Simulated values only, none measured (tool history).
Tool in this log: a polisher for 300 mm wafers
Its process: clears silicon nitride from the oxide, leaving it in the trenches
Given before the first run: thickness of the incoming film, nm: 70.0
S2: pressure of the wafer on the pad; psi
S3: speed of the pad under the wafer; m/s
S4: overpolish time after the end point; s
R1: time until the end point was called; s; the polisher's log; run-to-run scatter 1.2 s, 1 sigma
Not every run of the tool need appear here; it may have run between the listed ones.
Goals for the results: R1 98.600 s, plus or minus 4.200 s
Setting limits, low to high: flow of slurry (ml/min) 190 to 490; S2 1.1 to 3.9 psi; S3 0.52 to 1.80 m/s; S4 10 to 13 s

Run 1, hour 0.0: flow of slurry (ml/min) 315, S2 2.5 psi, S3 1.16 m/s, S4 13 s. Result: R1 79.466 s.
Run 2, hour 6.2: flow of slurry (ml/min) 315, S2 2.4 psi, S3 1.16 m/s, S4 13 s. Result: R1 85.513 s.
Run 3, hour 12.6: flow of slurry (ml/min) 315, S2 2.4 psi, S3 1.36 m/s, S4 13 s. Result: R1 71.669 s.
Run 4, hour 14.3: flow of slurry (ml/min) 315, S2 2.4 psi, S3 1.20 m/s, S4 13 s. Result: R1 79.767 s.
Run 5, hour 21.2: flow of slurry (ml/min) 315, S2 2.7 psi, S3 1.20 m/s, S4 13 s. Result: R1 71.750 s.
Run 6, hour 22.6: flow of slurry (ml/min) 315, S2 2.5 psi, S3 1.20 m/s, S4 13 s. Result: R1 78.013 s.
Run 7, hour 23.5: flow of slurry (ml/min) 315, S2 2.3 psi, S3 1.20 m/s, S4 13 s. Result: R1 84.153 s.
Run 8, hour 31.5: flow of slurry (ml/min) 315, S2 2.2 psi, S3 1.20 m/s, S4 13 s. Result: R1 87.820 s.
Run 9, hour 38.3: flow of slurry (ml/min) 315, S2 2.1 psi, S3 1.20 m/s, S4 13 s. Result: R1 91.231 s.

4 candidate next runs follow, results not yet known. Just one meets every target within its allowed miss. Identify it.
Run A, hour 45.1: flow of slurry (ml/min) 285, S2 2.1 psi, S3 1.20 m/s, S4 13 s. Result: R1 ?.
Run B, hour 45.1: flow of slurry (ml/min) 270, S2 1.5 psi, S3 1.74 m/s, S4 10 s. Result: R1 ?.
Run C, hour 45.1: flow of slurry (ml/min) 300, S2 2.1 psi, S3 1.24 m/s, S4 13 s. Result: R1 ?.
Run D, hour 45.1: flow of slurry (ml/min) 290, S2 2.0 psi, S3 1.20 m/s, S4 13 s. Result: R1 ?.

move      R1
   A  93.027
   B  89.715
   C  89.788
   D  97.386
A: nearer than the last run, and not there yet
B: its largest miss is bigger than the last run's
C: its largest miss is bigger than the last run's
D: all results land within tolerance of their targets
Answer: D
